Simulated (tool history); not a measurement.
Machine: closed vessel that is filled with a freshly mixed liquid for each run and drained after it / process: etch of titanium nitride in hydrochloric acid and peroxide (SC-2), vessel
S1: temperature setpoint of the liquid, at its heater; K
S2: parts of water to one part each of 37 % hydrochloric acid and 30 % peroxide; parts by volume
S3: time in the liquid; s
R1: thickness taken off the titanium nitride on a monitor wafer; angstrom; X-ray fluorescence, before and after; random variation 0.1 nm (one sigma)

run  hour      S1   S2   S3      R1
  1     0  330.15    7  375  191.74
  2   6.6  328.15    7  375  164.91
  3  10.8  328.15    7  285  127.62
  4  18.8  328.15  8.5  285  108.39
  5  25.4  328.15  8.5  285  108.32
  6  28.7  328.15  6.5  285  138.52
  7  36.2  327.65  6.5  285  131.03

Predict the results of run 8:
  8  37.8  327.15  6.5  285   ?

R1: 126.78 angstrom
